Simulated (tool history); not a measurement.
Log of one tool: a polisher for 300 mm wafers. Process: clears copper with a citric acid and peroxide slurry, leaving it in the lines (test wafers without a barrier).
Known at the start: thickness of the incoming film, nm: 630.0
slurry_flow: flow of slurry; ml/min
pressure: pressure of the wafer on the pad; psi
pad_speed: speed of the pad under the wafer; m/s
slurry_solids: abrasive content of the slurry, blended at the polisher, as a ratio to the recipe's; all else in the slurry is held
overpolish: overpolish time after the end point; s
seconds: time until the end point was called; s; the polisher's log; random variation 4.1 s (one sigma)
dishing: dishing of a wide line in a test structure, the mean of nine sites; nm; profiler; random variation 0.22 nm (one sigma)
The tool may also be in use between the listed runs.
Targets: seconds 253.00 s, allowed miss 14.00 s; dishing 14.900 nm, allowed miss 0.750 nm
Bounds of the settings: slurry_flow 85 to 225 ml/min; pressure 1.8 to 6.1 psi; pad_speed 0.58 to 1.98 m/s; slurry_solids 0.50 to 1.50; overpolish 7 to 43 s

run 1 hour=0.0 | slurry_flow=145 pressure=3.9 pad_speed=1.28 slurry_solids=1.00 overpolish=22 | seconds=160.99 dishing=64.866
run 2 hour=3.2 | slurry_flow=145 pressure=3.0 pad_speed=1.28 slurry_solids=1.00 overpolish=22 | seconds=207.77 dishing=49.364
run 3 hour=7.3 | slurry_flow=145 pressure=2.6 pad_speed=1.24 slurry_solids=1.00 overpolish=18 | seconds=245.68 dishing=36.678
run 4 hour=14.8 | slurry_flow=145 pressure=2.4 pad_speed=1.26 slurry_solids=0.95 overpolish=15 | seconds=267.04 dishing=28.721
run 5 hour=20.1 | slurry_flow=145 pressure=2.4 pad_speed=1.08 slurry_solids=0.95 overpolish=15 | seconds=308.41 dishing=26.136
run 6 hour=25.1 | slurry_flow=135 pressure=2.2 pad_speed=1.24 slurry_solids=0.80 overpolish=13 | seconds=307.08 dishing=22.896
run 7 hour=33.2 | slurry_flow=120 pressure=2.1 pad_speed=1.38 slurry_solids=0.70 overpolish=11 | seconds=295.87 dishing=19.531
run 8 hour=35.3 | slurry_flow=110 pressure=2.0 pad_speed=1.50 slurry_solids=0.65 overpolish=10 | seconds=297.39 dishing=17.523
run 9 hour=38.0 | slurry_flow=110 pressure=2.0 pad_speed=1.50 slurry_solids=0.65 overpolish=10 | seconds=304.71 dishing=17.863

5 next moves are on the table. One of them brings every result within its allowed miss. Which?
run A hour=40.7 | slurry_flow=90 pressure=2.3 pad_speed=1.74 slurry_solids=0.60 overpolish=7 | seconds=? dishing=?
run B hour=40.7 | slurry_flow=120 pressure=2.1 pad_speed=1.40 slurry_solids=0.80 overpolish=13 | seconds=? dishing=?
run C hour=40.7 | slurry_flow=125 pressure=1.8 pad_speed=1.34 slurry_solids=0.65 overpolish=16 | seconds=? dishing=?
run D hour=40.7 | slurry_flow=100 pressure=2.7 pad_speed=1.50 slurry_solids=0.65 overpolish=11 | seconds=? dishing=?
run E hour=40.7 | slurry_flow=85 pressure=1.9 pad_speed=1.34 slurry_solids=0.70 overpolish=17 | seconds=? dishing=?

move=A seconds=250.96 dishing=15.011
move=B seconds=293.84 dishing=23.051
move=C seconds=362.26 dishing=22.892
move=D seconds=235.85 dishing=24.393
move=E seconds=381.10 dishing=23.146
A: meets every target
B: further off than the last run
C: further off than the last run
D: further off than the last run
E: further off than the last run
Answer: A

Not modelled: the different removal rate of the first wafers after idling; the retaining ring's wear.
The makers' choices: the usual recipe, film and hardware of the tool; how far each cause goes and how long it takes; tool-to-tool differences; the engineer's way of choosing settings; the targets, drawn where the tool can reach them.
